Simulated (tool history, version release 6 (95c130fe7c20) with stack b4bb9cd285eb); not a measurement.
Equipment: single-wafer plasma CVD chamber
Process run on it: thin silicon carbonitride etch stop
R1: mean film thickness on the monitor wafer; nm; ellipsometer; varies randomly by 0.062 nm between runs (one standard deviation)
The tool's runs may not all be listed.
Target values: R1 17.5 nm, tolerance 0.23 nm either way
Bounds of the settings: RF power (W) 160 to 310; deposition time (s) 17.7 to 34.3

run 1 hour=0 | RF_power_(W)=235 deposition_time_(s)=26 | R1=15.234
run 2 hour=7.8 | RF_power_(W)=260 deposition_time_(s)=26 | R1=15.923
run 3 hour=13.6 | RF_power_(W)=260 deposition_time_(s)=29.4 | R1=17.99
run 4 hour=20.6 | RF_power_(W)=260 deposition_time_(s)=26.5 | R1=16.251
run 5 hour=27.5 | RF_power_(W)=260 deposition_time_(s)=29.6 | R1=18.002
run 6 hour=31.4 | RF_power_(W)=280 deposition_time_(s)=29.6 | R1=18.668
run 7 hour=34.3 | RF_power_(W)=270 deposition_time_(s)=29.5 | R1=18.189
run 8 hour=41 | RF_power_(W)=265 deposition_time_(s)=29.5 | R1=18.125
run 9 hour=47.8 | RF_power_(W)=260 deposition_time_(s)=29.5 | R1=18.052
run 10 hour=49.7 | RF_power_(W)=255 deposition_time_(s)=29.5 | R1=17.82

Exercise: of the 5 proposed moves below, exactly one satisfies all targets within the stated allowed misses. Which move is it?
run A hour=51.6 | RF_power_(W)=245 deposition_time_(s)=28.3 | R1=?
run B hour=51.6 | RF_power_(W)=265 deposition_time_(s)=29.7 | R1=?
run C hour=51.6 | RF_power_(W)=285 deposition_time_(s)=27.8 | R1=?
run D hour=51.6 | RF_power_(W)=270 deposition_time_(s)=27.6 | R1=?
run E hour=51.6 | RF_power_(W)=275 deposition_time_(s)=28.8 | R1=?

move=A R1=16.769
move=B R1=18.103
move=C R1=17.388
move=D R1=16.935
move=E R1=17.787
A: pushes the last run's worst result past its target
B: misses by more than the last run did
C: every result within its allowed miss
D: pushes the last run's worst result past its target
E: an improvement on the last run, though not all results are within tolerance
Go with C: it meets all targets.

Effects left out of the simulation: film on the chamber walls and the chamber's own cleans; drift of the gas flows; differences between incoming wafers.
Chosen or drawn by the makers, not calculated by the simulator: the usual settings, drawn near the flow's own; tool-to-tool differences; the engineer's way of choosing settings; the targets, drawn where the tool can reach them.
